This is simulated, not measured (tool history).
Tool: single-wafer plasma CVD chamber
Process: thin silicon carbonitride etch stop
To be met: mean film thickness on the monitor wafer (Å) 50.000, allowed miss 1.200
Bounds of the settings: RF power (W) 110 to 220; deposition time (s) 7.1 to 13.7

| run | hour | RF power (W) | deposition time (s) | mean film thickness on the monitor wafer (Å) |
|---|---|---|---|---|
| 1 | 0.0 | 165 | 10.4 | 58.851 |
| 2 | 6.1 | 165 | 11.2 | 63.950 |
| 3 | 12.4 | 145 | 11.2 | 61.938 |
| 4 | 16.7 | 140 | 10.9 | 60.238 |
| 5 | 21.2 | 140 | 10.6 | 58.232 |
| 6 | 27.1 | 125 | 10.6 | 57.393 |
| 7 | 29.1 | 125 | 10.4 | 56.215 |
| 8 | 34.6 | 125 | 10.2 | 55.086 |
| 9 | 43.2 | 125 | 10.1 | 54.465 |
| 10 | 49.1 | 125 | 10.0 | 54.135 |
| 11 | 57.8 | 115 | 9.2 | 48.527 |

Which of these 4 next moves meets every target?
| A | 66.5 | 110 | 9.0 | ? |
| B | 66.5 | 120 | 9.0 | ? |
| C | 66.5 | 110 | 9.5 | ? |
| D | 66.5 | 125 | 8.4 | ? |

| move | mean film thickness on the monitor wafer (Å) |
|---|---|
| A | 47.390 |
| B | 48.141 |
| C | 50.022 |
| D | 45.273 |
A: further off than the last run
B: further off than the last run
C: meets every target
D: further off than the last run
Move C is the one to make.
